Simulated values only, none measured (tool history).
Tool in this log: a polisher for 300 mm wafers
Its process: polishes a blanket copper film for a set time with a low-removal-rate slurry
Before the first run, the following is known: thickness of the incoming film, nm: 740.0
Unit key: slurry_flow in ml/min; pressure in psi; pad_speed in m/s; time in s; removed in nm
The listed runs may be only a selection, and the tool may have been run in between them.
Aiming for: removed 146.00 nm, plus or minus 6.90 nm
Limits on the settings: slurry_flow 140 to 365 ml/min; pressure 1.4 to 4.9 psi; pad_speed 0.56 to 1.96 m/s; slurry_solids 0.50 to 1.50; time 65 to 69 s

| run | hour | slurry_flow | pressure | pad_speed | slurry_solids | time | removed |
|---|---|---|---|---|---|---|---|
| 1 | 0.0 | 235 | 3.1 | 1.26 | 1.00 | 65 | 271.56 |
| 2 | 0.8 | 235 | 2.6 | 1.22 | 1.00 | 65 | 223.33 |
| 3 | 8.3 | 270 | 2.6 | 1.22 | 1.00 | 65 | 229.52 |
| 4 | 11.2 | 270 | 2.3 | 1.20 | 1.00 | 65 | 199.06 |
| 5 | 17.5 | 270 | 2.1 | 1.20 | 1.00 | 65 | 175.97 |
| 6 | 19.9 | 270 | 2.0 | 1.20 | 1.00 | 65 | 171.26 |
| 7 | 20.8 | 270 | 1.9 | 1.20 | 1.00 | 65 | 166.33 |
| 8 | 27.7 | 270 | 1.4 | 1.18 | 1.00 | 65 | 121.93 |
| 9 | 32.2 | 280 | 1.5 | 1.18 | 1.00 | 65 | 126.13 |
| 10 | 40.0 | 280 | 1.6 | 1.18 | 1.00 | 65 | 136.54 |

Which single option among these 4 for the next run brings every result within its allowed miss of target? Just one does.
| A | 47.8 | 300 | 1.9 | 1.10 | 1.00 | 69 | ? |
| B | 47.8 | 260 | 1.5 | 1.48 | 0.85 | 66 | ? |
| C | 47.8 | 255 | 1.6 | 1.26 | 0.85 | 67 | ? |
| D | 47.8 | 285 | 1.5 | 1.14 | 1.00 | 65 | ? |

| move | removed |
|---|---|
| A | 163.46 |
| B | 158.47 |
| C | 145.95 |
| D | 126.92 |
A: moves the result that the last run missed by most past its target, out the other side
B: moves the result that the last run missed by most past its target, out the other side
C: each result inside its tolerance
D: lands further from the targets than the last run did
Go with C: it meets all targets.
